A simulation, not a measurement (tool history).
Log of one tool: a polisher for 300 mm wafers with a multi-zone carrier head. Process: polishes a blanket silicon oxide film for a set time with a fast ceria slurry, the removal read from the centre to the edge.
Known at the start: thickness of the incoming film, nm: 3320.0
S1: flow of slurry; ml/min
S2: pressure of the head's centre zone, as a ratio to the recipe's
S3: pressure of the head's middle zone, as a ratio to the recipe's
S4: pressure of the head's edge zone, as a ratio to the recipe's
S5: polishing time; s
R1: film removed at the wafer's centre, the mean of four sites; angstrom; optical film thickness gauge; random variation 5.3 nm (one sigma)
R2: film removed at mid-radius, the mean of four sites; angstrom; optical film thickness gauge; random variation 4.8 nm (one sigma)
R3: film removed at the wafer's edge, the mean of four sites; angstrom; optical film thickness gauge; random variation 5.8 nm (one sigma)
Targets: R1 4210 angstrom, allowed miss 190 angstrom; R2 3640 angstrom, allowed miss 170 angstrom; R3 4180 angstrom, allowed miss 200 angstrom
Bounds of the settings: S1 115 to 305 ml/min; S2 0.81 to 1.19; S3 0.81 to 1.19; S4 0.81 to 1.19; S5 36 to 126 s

run  hour   S1    S2    S3    S4  S5      R1      R2      R3
  1     0  195     1     1     1  81  5636.3  5344.9  5415.5
  2     3  195     1     1  0.93  81  5606.8  5377.6  5287.9
  3   4.7  190  0.99  0.97  0.93  77  5251.2  4907.5  5000.3
  4  11.1  190  0.99  1.02  0.93  77    5213  5131.4  4973.7
  5  17.2  190  0.99  1.02  1.01  77  5121.5  5239.8  5092.7
  6  23.9  190  1.05  1.02  1.01  77  5597.4  5197.6  5004.9
  7  28.5  185  1.04  0.99  1.01  74  5248.5  4758.1  4920.4
  8  36.4  180  1.04  0.98     1  71  5115.7  4664.5  4760.2
  9  41.2  180  1.04  0.98     1  71  4842.6  4656.9  4634.4
 10  47.4  180  1.05  0.94     1  69  4893.9  4376.7  4507.3
 11  51.8  175  1.04  0.91     1  68  4717.9  4161.3  4483.7
 12  58.2  170  1.04   0.9     1  67  4634.7  4025.6  4252.6
 13  60.4  165  1.02  0.88  1.01  67  4562.4  3807.5  4440.4
 14  64.9  160  1.02  0.88     1  66  4518.2  3864.7  4355.7

4 next moves are on the table. One of them brings every result within its allowed miss. Which?
  A  69.4  200  0.98  0.85  1.01  63   ?   ?   ?
  B  69.4  225  1.02  0.86  0.94  65   ?   ?   ?
  C  69.4  175  1.19  1.02  0.86  60   ?   ?   ?
  D  69.4  195  0.97  0.88     1  69   ?   ?   ?

move      R1      R2      R3
   A  4222.5  3668.8  4214.9
   B  4612.7  3879.3  4248.8
   C  4793.3  3988.4  3664.2
   D  4560.6  4120.8  4580.7
A: meets every target
B: further off than the last run
C: further off than the last run
D: further off than the last run
The right move is A.

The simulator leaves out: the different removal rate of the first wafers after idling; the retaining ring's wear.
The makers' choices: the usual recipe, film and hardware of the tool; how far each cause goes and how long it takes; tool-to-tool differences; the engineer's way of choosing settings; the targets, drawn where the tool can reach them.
